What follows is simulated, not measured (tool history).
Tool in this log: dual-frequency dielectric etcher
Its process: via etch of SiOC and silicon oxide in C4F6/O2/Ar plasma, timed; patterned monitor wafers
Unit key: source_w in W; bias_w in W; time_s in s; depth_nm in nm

run 1 hour=0 | source_w=330 bias_w=191 time_s=93.5 | depth_nm=99.485
run 2 hour=6.7 | source_w=320 bias_w=188 time_s=93.5 | depth_nm=97.982
run 3 hour=7.7 | source_w=280 bias_w=188 time_s=93.5 | depth_nm=94.799
run 4 hour=12.2 | source_w=270 bias_w=185 time_s=93.5 | depth_nm=94.083
run 5 hour=18.3 | source_w=260 bias_w=181 time_s=93.5 | depth_nm=93.163
run 6 hour=26.7 | source_w=300 bias_w=181 time_s=93.5 | depth_nm=95.878
run 7 hour=33.1 | source_w=290 bias_w=177 time_s=93.5 | depth_nm=93.304
run 8 hour=35.3 | source_w=280 bias_w=175 time_s=93.5 | depth_nm=92.925

What does the tool deliver on the next run?
run 9 hour=43.9 | source_w=270 bias_w=172 time_s=93.5 | depth_nm=?

Logged for run 9: depth_nm 91.54 nm.

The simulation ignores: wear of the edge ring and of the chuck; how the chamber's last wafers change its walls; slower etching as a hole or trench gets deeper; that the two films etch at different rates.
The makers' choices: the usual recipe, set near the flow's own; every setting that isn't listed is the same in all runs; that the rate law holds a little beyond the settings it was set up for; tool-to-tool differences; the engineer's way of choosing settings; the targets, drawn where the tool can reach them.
